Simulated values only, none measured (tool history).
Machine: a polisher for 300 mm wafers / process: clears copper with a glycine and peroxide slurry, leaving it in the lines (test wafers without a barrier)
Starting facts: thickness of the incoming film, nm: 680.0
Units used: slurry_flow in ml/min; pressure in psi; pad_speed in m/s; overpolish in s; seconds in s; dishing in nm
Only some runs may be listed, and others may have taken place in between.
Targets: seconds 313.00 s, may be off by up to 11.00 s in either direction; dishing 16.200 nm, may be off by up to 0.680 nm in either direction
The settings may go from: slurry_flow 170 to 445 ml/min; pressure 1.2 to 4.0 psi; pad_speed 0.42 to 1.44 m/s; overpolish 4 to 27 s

| run | hour | slurry_flow | pressure | pad_speed | overpolish | seconds | dishing |
|---|---|---|---|---|---|---|---|
| 1 | 0.0 | 285 | 2.6 | 0.92 | 14 | 175.07 | 37.375 |
| 2 | 4.7 | 285 | 2.4 | 0.88 | 13 | 193.74 | 32.573 |
| 3 | 12.3 | 315 | 2.4 | 0.88 | 13 | 192.10 | 33.229 |
| 4 | 13.7 | 315 | 2.4 | 0.76 | 13 | 216.23 | 29.587 |
| 5 | 18.8 | 370 | 2.4 | 0.76 | 13 | 213.54 | 30.664 |
| 6 | 19.6 | 370 | 2.4 | 0.76 | 11 | 210.27 | 25.382 |
| 7 | 25.4 | 370 | 2.2 | 0.76 | 11 | 224.37 | 24.228 |
| 8 | 31.4 | 370 | 2.1 | 0.76 | 11 | 234.71 | 23.238 |
| 9 | 35.3 | 370 | 2.0 | 0.76 | 11 | 244.12 | 22.999 |
| 10 | 40.9 | 370 | 1.9 | 0.76 | 11 | 250.54 | 22.146 |
| 11 | 48.4 | 365 | 1.2 | 0.74 | 9 | 348.90 | 13.312 |

Exercise: of the 5 proposed moves below, exactly one satisfies all targets within the stated allowed misses. Which move is it?
| A | 55.9 | 365 | 2.0 | 0.52 | 10 | ? | ? |
| B | 55.9 | 310 | 1.5 | 0.46 | 13 | ? | ? |
| C | 55.9 | 340 | 1.6 | 0.66 | 9 | ? | ? |
| D | 55.9 | 365 | 1.6 | 0.74 | 9 | ? | ? |
| E | 55.9 | 330 | 1.2 | 0.78 | 8 | ? | ? |

| move | seconds | dishing |
|---|---|---|
| A | 315.57 | 16.245 |
| B | 407.41 | 16.366 |
| C | 314.33 | 14.674 |
| D | 289.99 | 15.826 |
| E | 339.89 | 12.107 |
A: every result within its allowed miss
B: meets the target for the result that was furthest off, but another lies outside its allowed miss
C: closes in on the targets versus the last run, not all within tolerance yet
D: meets the target for the result that was furthest off, but another lies outside its allowed miss
E: misses by more than the last run did
Go with A: it meets all targets.

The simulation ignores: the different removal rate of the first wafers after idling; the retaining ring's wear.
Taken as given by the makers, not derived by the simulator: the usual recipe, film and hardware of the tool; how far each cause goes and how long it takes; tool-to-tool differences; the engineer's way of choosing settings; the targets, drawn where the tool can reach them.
